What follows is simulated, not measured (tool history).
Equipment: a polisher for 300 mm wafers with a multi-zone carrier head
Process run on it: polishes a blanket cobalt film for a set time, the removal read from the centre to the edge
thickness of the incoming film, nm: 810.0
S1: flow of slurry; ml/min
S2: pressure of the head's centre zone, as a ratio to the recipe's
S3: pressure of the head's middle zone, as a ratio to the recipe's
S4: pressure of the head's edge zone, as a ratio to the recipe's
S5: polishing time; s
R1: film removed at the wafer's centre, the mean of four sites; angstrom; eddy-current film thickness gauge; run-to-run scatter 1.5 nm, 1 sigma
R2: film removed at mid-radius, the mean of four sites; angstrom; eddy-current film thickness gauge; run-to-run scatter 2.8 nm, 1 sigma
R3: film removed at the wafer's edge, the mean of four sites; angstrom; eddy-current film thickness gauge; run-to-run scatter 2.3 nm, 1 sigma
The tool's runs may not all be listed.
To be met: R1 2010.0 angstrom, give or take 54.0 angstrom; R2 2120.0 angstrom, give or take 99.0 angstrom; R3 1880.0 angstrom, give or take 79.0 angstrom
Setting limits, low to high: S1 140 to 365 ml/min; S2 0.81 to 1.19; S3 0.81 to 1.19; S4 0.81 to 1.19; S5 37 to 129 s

{"run": 1, "hour": 0.0, "S1": 235, "S2": 1.0, "S3": 1.0, "S4": 1.0, "S5": 83, "R1": 2368.3, "R2": 2287.2, "R3": 2179.9}
{"run": 2, "hour": 4.7, "S1": 235, "S2": 1.0, "S3": 1.0, "S4": 0.93, "S5": 83, "R1": 2353.7, "R2": 2288.8, "R3": 2103.6}
{"run": 3, "hour": 11.2, "S1": 225, "S2": 0.98, "S3": 1.0, "S4": 0.9, "S5": 82, "R1": 2255.4, "R2": 2297.4, "R3": 2031.6}
{"run": 4, "hour": 17.6, "S1": 220, "S2": 0.96, "S3": 0.98, "S4": 0.88, "S5": 81, "R1": 2194.8, "R2": 2251.2, "R3": 2029.9}
{"run": 5, "hour": 21.3, "S1": 215, "S2": 0.95, "S3": 0.98, "S4": 0.87, "S5": 79, "R1": 2098.3, "R2": 2127.3, "R3": 1950.5}
{"hour": 29.4, "done": "edge zone pressure recalibrated"}
{"run": 6, "hour": 29.4, "S1": 210, "S2": 0.94, "S3": 0.99, "S4": 0.86, "S5": 79, "R1": 2098.2, "R2": 2151.5, "R3": 2051.7}
{"run": 7, "hour": 35.5, "S1": 225, "S2": 0.94, "S3": 0.99, "S4": 0.85, "S5": 78, "R1": 2052.2, "R2": 2203.8, "R3": 2053.0}
{"run": 8, "hour": 37.2, "S1": 210, "S2": 0.95, "S3": 1.0, "S4": 0.84, "S5": 77, "R1": 2053.0, "R2": 2089.2, "R3": 1998.4}
{"run": 9, "hour": 46.1, "S1": 225, "S2": 0.94, "S3": 0.97, "S4": 0.84, "S5": 77, "R1": 2020.4, "R2": 2132.0, "R3": 1991.2}

Which one of the following 4 next-run settings gets every result inside its allowed miss? There is exactly one.
{"run": "A", "hour": 55.0, "S1": 190, "S2": 0.9, "S3": 0.93, "S4": 0.94, "S5": 76, "R1": "?", "R2": "?", "R3": "?"}
{"run": "B", "hour": 55.0, "S1": 205, "S2": 1.0, "S3": 0.88, "S4": 0.91, "S5": 77, "R1": "?", "R2": "?", "R3": "?"}
{"run": "C", "hour": 55.0, "S1": 260, "S2": 1.02, "S3": 1.04, "S4": 0.82, "S5": 73, "R1": "?", "R2": "?", "R3": "?"}
{"run": "D", "hour": 55.0, "S1": 295, "S2": 0.95, "S3": 1.03, "S4": 0.82, "S5": 73, "R1": "?", "R2": "?", "R3": "?"}

move=A R1=1859.7 R2=1970.4 R3=2022.8
move=B R1=2116.5 R2=1923.6 R3=2034.1
move=C R1=2109.8 R2=2153.2 R3=1872.3
move=D R1=1990.3 R2=2162.3 R3=1889.7
A: its largest miss is bigger than the last run's
B: its largest miss is bigger than the last run's
C: corrects the largest miss of the last run, while another result sits out of spec
D: all results land within tolerance of their targets
So the answer is move D, the one that meets all the targets.
